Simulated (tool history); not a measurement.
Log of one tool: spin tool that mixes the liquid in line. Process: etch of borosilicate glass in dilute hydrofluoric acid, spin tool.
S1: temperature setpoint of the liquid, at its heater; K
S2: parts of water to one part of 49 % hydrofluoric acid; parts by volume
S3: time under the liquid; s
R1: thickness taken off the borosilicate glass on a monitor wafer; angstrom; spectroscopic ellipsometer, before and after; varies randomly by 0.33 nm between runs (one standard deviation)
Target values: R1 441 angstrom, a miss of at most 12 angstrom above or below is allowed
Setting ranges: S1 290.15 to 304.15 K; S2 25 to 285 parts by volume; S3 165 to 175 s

{"run": 1, "day": 0.0, "S1": 296.15, "S2": 155, "S3": 165, "R1": 308.39}
{"run": 2, "day": 0.354, "S1": 296.15, "S2": 120, "S3": 165, "R1": 416.24}
{"run": 3, "day": 0.592, "S1": 296.15, "S2": 80, "S3": 165, "R1": 655.45}
{"run": 4, "day": 0.65, "S1": 296.15, "S2": 80, "S3": 175, "R1": 691.89}
{"run": 5, "day": 0.762, "S1": 294.65, "S2": 90, "S3": 175, "R1": 571.87}
{"run": 6, "day": 1.088, "S1": 293.65, "S2": 90, "S3": 175, "R1": 550.25}
{"run": 7, "day": 1.258, "S1": 292.65, "S2": 90, "S3": 175, "R1": 523.27}
{"run": 8, "day": 1.4, "S1": 292.15, "S2": 90, "S3": 175, "R1": 510.82}
{"day": 1.488, "done": "hydrofluoric acid flow meter replaced"}
{"run": 9, "day": 1.488, "S1": 291.65, "S2": 90, "S3": 175, "R1": 554.82}
{"run": 10, "day": 1.621, "S1": 291.15, "S2": 95, "S3": 175, "R1": 524.34}
{"run": 11, "day": 1.85, "S1": 291.15, "S2": 100, "S3": 175, "R1": 492.66}
{"run": 12, "day": 2.138, "S1": 291.15, "S2": 105, "S3": 175, "R1": 469.17}
{"run": 13, "day": 2.462, "S1": 290.65, "S2": 105, "S3": 175, "R1": 449.16}

Which of these 4 next moves meets every target?
{"run": "A", "day": 2.788, "S1": 292.65, "S2": 110, "S3": 175, "R1": "?"}
{"run": "B", "day": 2.788, "S1": 290.15, "S2": 105, "S3": 175, "R1": "?"}
{"run": "C", "day": 2.788, "S1": 290.65, "S2": 100, "S3": 175, "R1": "?"}
{"run": "D", "day": 2.788, "S1": 290.15, "S2": 100, "S3": 175, "R1": "?"}

move=A R1=464.66
move=B R1=441.11
move=C R1=475.48
move=D R1=465.57
A: lands further from the targets than the last run did
B: all results in spec
C: lands further from the targets than the last run did
D: lands further from the targets than the last run did
The move that meets every target is B.
